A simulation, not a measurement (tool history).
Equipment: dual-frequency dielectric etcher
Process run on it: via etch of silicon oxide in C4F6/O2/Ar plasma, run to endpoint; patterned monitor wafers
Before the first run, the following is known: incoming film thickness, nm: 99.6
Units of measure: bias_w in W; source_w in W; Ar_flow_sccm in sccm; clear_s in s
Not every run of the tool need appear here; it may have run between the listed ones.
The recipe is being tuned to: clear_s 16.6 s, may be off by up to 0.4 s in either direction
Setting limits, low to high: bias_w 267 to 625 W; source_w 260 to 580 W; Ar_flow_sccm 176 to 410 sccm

run	hour	bias_w	source_w	Ar_flow_sccm	clear_s
1	0	446	420	293	20.266
2	5	470	430	290	19.727
3	12.7	490	440	287	18.748
4	15.5	490	370	287	20.518
5	22.3	490	320	287	22.134
6	26.5	490	320	267	21.797
7	34.5	509	340	264	20.674
8	41.6	525	350	262	20.116

Exercise: of the 5 proposed moves below, exactly one satisfies all targets within the stated allowed misses. Which move is it?
A	48.7	597	460	258	?
B	48.7	584	540	245	?
C	48.7	565	410	225	?
D	48.7	596	420	244	?
E	48.7	511	460	202	?

move	clear_s
A	16.763
B	15.761
C	17.896
D	17.371
E	17.718
A: every result lands within tolerance
B: takes the biggest miss from the last run beyond its target
C: better than the last run, though not everything is in spec
D: better than the last run, though not everything is in spec
E: better than the last run, though not everything is in spec
A meets every target.

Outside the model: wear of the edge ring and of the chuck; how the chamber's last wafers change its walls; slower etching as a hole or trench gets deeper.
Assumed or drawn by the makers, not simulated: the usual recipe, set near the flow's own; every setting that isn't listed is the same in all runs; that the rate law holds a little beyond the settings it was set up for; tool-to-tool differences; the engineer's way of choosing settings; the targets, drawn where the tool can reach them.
